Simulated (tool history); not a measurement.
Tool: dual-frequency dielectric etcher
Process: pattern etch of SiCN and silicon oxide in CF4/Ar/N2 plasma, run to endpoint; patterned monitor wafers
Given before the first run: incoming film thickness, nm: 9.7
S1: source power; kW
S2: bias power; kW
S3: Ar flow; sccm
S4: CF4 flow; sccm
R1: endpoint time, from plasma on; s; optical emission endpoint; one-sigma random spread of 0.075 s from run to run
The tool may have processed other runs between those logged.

{"run": 1, "day": 0.0, "S1": 0.56, "S2": 0.058, "S3": 97, "S4": 74, "R1": 10.193}
{"run": 2, "day": 0.046, "S1": 0.56, "S2": 0.054, "S3": 97, "S4": 74, "R1": 10.58}
{"run": 3, "day": 0.254, "S1": 0.6, "S2": 0.055, "S3": 97, "S4": 74, "R1": 9.7896}
{"run": 4, "day": 0.354, "S1": 0.51, "S2": 0.055, "S3": 97, "S4": 74, "R1": 11.09}
{"run": 5, "day": 0.438, "S1": 0.51, "S2": 0.064, "S3": 97, "S4": 74, "R1": 10.412}
{"run": 6, "day": 0.679, "S1": 0.43, "S2": 0.064, "S3": 97, "S4": 74, "R1": 11.75}
{"run": 7, "day": 1.008, "S1": 0.5, "S2": 0.065, "S3": 96, "S4": 74, "R1": 10.386}
{"run": 8, "day": 1.288, "S1": 0.54, "S2": 0.066, "S3": 96, "S4": 74, "R1": 9.7777}
{"run": 9, "day": 1.654, "S1": 0.57, "S2": 0.066, "S3": 96, "S4": 74, "R1": 9.3219}
{"run": 10, "day": 1.717, "S1": 0.59, "S2": 0.066, "S3": 96, "S4": 74, "R1": 9.1236}
{"run": 11, "day": 1.942, "S1": 0.61, "S2": 0.066, "S3": 96, "S4": 74, "R1": 8.93}

Run 12 has not been measured yet. What should we expect?
{"run": 12, "day": 2.05, "S1": 0.62, "S2": 0.066, "S3": 96, "S4": 74, "R1": "?"}

{"run 12": {"R1": 9.0342}}
